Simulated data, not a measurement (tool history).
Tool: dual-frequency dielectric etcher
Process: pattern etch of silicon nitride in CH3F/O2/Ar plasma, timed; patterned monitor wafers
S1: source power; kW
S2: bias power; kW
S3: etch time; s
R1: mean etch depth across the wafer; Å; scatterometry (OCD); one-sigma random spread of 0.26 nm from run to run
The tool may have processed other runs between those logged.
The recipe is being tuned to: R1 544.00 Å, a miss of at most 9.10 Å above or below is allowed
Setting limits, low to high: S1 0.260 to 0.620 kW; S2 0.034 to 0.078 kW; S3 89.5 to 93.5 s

run 1 hour=0.0 | S1=0.440 S2=0.056 S3=89.5 | R1=614.42
run 2 hour=6.3 | S1=0.440 S2=0.048 S3=89.5 | R1=581.68
run 3 hour=14.8 | S1=0.420 S2=0.048 S3=89.5 | R1=568.98
run 4 hour=16.4 | S1=0.410 S2=0.048 S3=89.5 | R1=559.20
run 5 hour=25.4 | S1=0.410 S2=0.048 S3=93.5 | R1=581.91
run 6 hour=30.1 | S1=0.440 S2=0.048 S3=93.5 | R1=602.07
run 7 hour=36.3 | S1=0.410 S2=0.048 S3=93.5 | R1=585.34
-- hour=38.8 bias power generator calibrated
run 8 hour=38.8 | S1=0.390 S2=0.048 S3=93.5 | R1=570.21
run 9 hour=41.4 | S1=0.380 S2=0.048 S3=93.5 | R1=557.77

Which single option among these 5 for the next run brings every result within its allowed miss of target? Just one does.
run A hour=44.0 | S1=0.320 S2=0.059 S3=93.5 | R1=?
run B hour=44.0 | S1=0.370 S2=0.047 S3=89.5 | R1=?
run C hour=44.0 | S1=0.360 S2=0.049 S3=93.5 | R1=?
run D hour=44.0 | S1=0.370 S2=0.048 S3=90.5 | R1=?
run E hour=44.0 | S1=0.370 S2=0.058 S3=93.5 | R1=?

move=A R1=523.00
move=B R1=517.90
move=C R1=537.60
move=D R1=527.14
move=E R1=578.69
A: takes the result that was furthest off past its target
B: takes the result that was furthest off past its target
C: all results in spec
D: takes the result that was furthest off past its target
E: lands further from the targets than the last run did
Move C is the one to make.
